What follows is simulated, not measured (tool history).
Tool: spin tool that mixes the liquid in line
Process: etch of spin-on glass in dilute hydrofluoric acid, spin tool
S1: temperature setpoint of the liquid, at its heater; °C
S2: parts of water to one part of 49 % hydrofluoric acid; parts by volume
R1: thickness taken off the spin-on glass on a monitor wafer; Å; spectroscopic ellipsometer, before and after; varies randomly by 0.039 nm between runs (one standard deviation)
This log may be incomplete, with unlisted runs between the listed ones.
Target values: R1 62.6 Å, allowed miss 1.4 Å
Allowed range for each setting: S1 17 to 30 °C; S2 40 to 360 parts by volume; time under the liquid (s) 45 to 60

{"run": 1, "day": 0.0, "S1": 22, "S2": 200, "time under the liquid (s)": 60, "R1": 124.21}
{"run": 2, "day": 0.217, "S1": 20.5, "S2": 225, "time under the liquid (s)": 60, "R1": 102.26}
{"run": 3, "day": 0.45, "S1": 23, "S2": 225, "time under the liquid (s)": 60, "R1": 111.35}
{"run": 4, "day": 0.488, "S1": 21.5, "S2": 240, "time under the liquid (s)": 60, "R1": 97.767}
{"run": 5, "day": 0.796, "S1": 20.5, "S2": 255, "time under the liquid (s)": 60, "R1": 87.309}
{"run": 6, "day": 0.892, "S1": 22, "S2": 255, "time under the liquid (s)": 60, "R1": 91.426}
{"run": 7, "day": 1.067, "S1": 20.5, "S2": 265, "time under the liquid (s)": 60, "R1": 82.416}
{"run": 8, "day": 1.304, "S1": 19.5, "S2": 275, "time under the liquid (s)": 60, "R1": 77.013}

Which of these 5 next moves meets every target?
{"run": "A", "day": 1.542, "S1": 22.5, "S2": 330, "time under the liquid (s)": 55, "R1": "?"}
{"run": "B", "day": 1.542, "S1": 18.5, "S2": 215, "time under the liquid (s)": 55, "R1": "?"}
{"run": "C", "day": 1.542, "S1": 19, "S2": 210, "time under the liquid (s)": 60, "R1": "?"}
{"run": "D", "day": 1.542, "S1": 20, "S2": 260, "time under the liquid (s)": 50, "R1": "?"}
{"run": "E", "day": 1.542, "S1": 18, "S2": 215, "time under the liquid (s)": 60, "R1": "?"}

move=A R1=61.889
move=B R1=91.177
move=C R1=104.32
move=D R1=69.604
move=E R1=97.543
A: in spec on every target
B: the biggest miss grows against the last run
C: the biggest miss grows against the last run
D: an improvement on the last run, though not all results are within tolerance
E: the biggest miss grows against the last run
Answer: A
